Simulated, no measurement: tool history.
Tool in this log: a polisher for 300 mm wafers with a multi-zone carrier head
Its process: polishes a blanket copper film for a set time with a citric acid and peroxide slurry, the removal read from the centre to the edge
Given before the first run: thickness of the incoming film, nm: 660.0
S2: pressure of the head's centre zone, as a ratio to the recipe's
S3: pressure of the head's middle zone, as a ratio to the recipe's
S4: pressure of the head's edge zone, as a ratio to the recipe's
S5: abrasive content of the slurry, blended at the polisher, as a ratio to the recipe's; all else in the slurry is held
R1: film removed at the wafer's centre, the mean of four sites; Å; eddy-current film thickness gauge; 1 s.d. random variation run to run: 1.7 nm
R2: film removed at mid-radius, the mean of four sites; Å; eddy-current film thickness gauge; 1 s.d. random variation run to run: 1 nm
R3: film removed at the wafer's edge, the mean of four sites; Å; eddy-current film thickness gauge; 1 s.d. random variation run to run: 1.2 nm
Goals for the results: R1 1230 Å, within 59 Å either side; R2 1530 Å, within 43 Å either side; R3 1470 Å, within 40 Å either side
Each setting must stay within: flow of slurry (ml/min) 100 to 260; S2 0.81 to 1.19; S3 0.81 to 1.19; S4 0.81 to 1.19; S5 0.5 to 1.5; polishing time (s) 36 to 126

Run 1, hour 0: flow of slurry (ml/min) 165, S2 1, S3 1, S4 1, S5 1, polishing time (s) 81. Result: R1 1811 Å, R2 1813.8 Å, R3 1943.2 Å.
Run 2, hour 2: flow of slurry (ml/min) 165, S2 1, S3 1, S4 1, S5 1.2, polishing time (s) 81. Result: R1 1901.3 Å, R2 1862.1 Å, R3 2055.2 Å.
Run 3, hour 6.6: flow of slurry (ml/min) 150, S2 1, S3 1, S4 1, S5 1.2, polishing time (s) 81. Result: R1 1847.2 Å, R2 1859.8 Å, R3 2007.7 Å.
Run 4, hour 7.7: flow of slurry (ml/min) 135, S2 0.96, S3 0.99, S4 0.97, S5 1, polishing time (s) 80. Result: R1 1660.9 Å, R2 1696.9 Å, R3 1859.1 Å.
Run 5, hour 13.1: flow of slurry (ml/min) 135, S2 0.96, S3 0.99, S4 0.97, S5 1, polishing time (s) 91. Result: R1 1887.5 Å, R2 1964.9 Å, R3 2076.3 Å.
Run 6, hour 16.8: flow of slurry (ml/min) 180, S2 0.96, S3 0.99, S4 0.97, S5 1, polishing time (s) 91. Result: R1 2008.6 Å, R2 2041.6 Å, R3 2197.7 Å.
Run 7, hour 22.6: flow of slurry (ml/min) 130, S2 0.86, S3 1.02, S4 0.87, S5 0.75, polishing time (s) 77. Result: R1 1330.4 Å, R2 1553.2 Å, R3 1570.3 Å.
Run 8, hour 23.4: flow of slurry (ml/min) 125, S2 0.85, S3 1.03, S4 0.85, S5 0.75, polishing time (s) 77. Result: R1 1281 Å, R2 1560.5 Å, R3 1537.6 Å.
Run 9, hour 31.2: flow of slurry (ml/min) 120, S2 0.85, S3 1.03, S4 0.84, S5 0.75, polishing time (s) 77. Result: R1 1258.8 Å, R2 1544.2 Å, R3 1520.1 Å.

Which single option among these 5 for the next run brings every result within its allowed miss of target? Just one does.
Run A, hour 39: flow of slurry (ml/min) 125, S2 0.83, S3 1.02, S4 0.88, S5 1, polishing time (s) 73. Result: R1 ?, R2 ?, R3 ?.
Run B, hour 39: flow of slurry (ml/min) 105, S2 0.83, S3 1.01, S4 0.85, S5 0.7, polishing time (s) 82. Result: R1 ?, R2 ?, R3 ?.
Run C, hour 39: flow of slurry (ml/min) 120, S2 0.81, S3 1.02, S4 0.86, S5 0.85, polishing time (s) 78. Result: R1 ?, R2 ?, R3 ?.
Run D, hour 39: flow of slurry (ml/min) 105, S2 0.84, S3 1.06, S4 0.82, S5 0.8, polishing time (s) 77. Result: R1 ?, R2 ?, R3 ?.
Run E, hour 39: flow of slurry (ml/min) 135, S2 0.83, S3 1.03, S4 0.89, S5 0.5, polishing time (s) 82. Result: R1 ?, R2 ?, R3 ?.

move      R1      R2      R3
   A  1320.1  1565.2    1567
   B  1294.5  1534.2  1549.1
   C  1314.8  1596.9  1586.9
   D  1264.9  1544.2  1471.4
   E  1309.4  1560.9  1548.8
A: lands further from the targets than the last run did
B: lands further from the targets than the last run did
C: lands further from the targets than the last run did
D: hits every target within its allowed miss
E: lands further from the targets than the last run did
Go with D: it meets all targets.

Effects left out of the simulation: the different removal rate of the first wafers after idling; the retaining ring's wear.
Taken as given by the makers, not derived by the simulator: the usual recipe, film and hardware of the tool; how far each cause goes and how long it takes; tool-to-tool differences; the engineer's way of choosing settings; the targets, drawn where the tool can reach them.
